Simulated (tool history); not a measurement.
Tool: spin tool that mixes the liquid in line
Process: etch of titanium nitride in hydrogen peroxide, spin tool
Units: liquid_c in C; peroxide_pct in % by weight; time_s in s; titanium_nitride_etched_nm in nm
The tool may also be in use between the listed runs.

| run | day | liquid_c | peroxide_pct | time_s | titanium_nitride_etched_nm |
|---|---|---|---|---|---|
| 1 | 0.000 | 52.0 | 20.5 | 275 | 7.8335 |
| 2 | 0.262 | 52.0 | 24.0 | 275 | 8.0794 |
| 3 | 0.558 | 57.0 | 24.0 | 275 | 11.5870 |
| 4 | 0.629 | 57.5 | 24.0 | 275 | 11.9270 |
| 5 | 0.792 | 58.5 | 24.0 | 275 | 12.6980 |
| 6 | 1.067 | 58.5 | 21.0 | 275 | 12.3960 |

The next listed run, before its measurement:
| 7 | 1.404 | 58.5 | 21.0 | 275 | ? |

Run 7 gave titanium_nitride_etched_nm 12.3140 nm.
